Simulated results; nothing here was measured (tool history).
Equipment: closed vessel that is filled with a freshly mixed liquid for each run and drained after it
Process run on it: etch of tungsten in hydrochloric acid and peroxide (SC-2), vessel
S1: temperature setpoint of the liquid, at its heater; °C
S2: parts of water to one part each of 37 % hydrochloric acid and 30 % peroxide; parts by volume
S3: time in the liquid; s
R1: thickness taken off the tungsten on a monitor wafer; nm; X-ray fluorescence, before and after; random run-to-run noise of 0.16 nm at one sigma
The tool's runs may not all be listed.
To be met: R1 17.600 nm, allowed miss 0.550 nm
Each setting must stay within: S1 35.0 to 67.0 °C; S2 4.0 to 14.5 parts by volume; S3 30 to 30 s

| run | day | S1 | S2 | S3 | R1 |
|---|---|---|---|---|---|
| 1 | 0.000 | 51.0 | 8.0 | 30 | 12.967 |
| 2 | 0.079 | 52.0 | 8.0 | 30 | 13.493 |
| 3 | 0.412 | 53.0 | 8.0 | 30 | 14.771 |
| 4 | 0.692 | 53.0 | 8.0 | 30 | 14.695 |
| 5 | 0.821 | 53.0 | 8.0 | 30 | 14.731 |
| 6 | 1.125 | 59.0 | 8.0 | 30 | 21.721 |
| 7 | 1.196 | 58.0 | 8.0 | 30 | 20.209 |
| 8 | 1.558 | 57.5 | 8.0 | 30 | 19.820 |
| 9 | 1.767 | 57.0 | 8.0 | 30 | 19.294 |
| 10 | 2.117 | 56.5 | 8.0 | 30 | 18.251 |

Next run, 4 choices. One meets every target within its allowed miss, the rest don't. Which?
| A | 2.467 | 50.0 | 5.5 | 30 | ? |
| B | 2.467 | 55.0 | 8.0 | 30 | ? |
| C | 2.467 | 57.0 | 9.0 | 30 | ? |
| D | 2.467 | 57.5 | 8.5 | 30 | ? |

| move | R1 |
|---|---|
| A | 16.125 |
| B | 16.794 |
| C | 17.361 |
| D | 18.777 |
A: the result that was furthest off in the last run now lies on the other side of its target
B: the result that was furthest off in the last run now lies on the other side of its target
C: in spec on every target
D: misses by more than the last run did
Correct choice: C, which meets every target
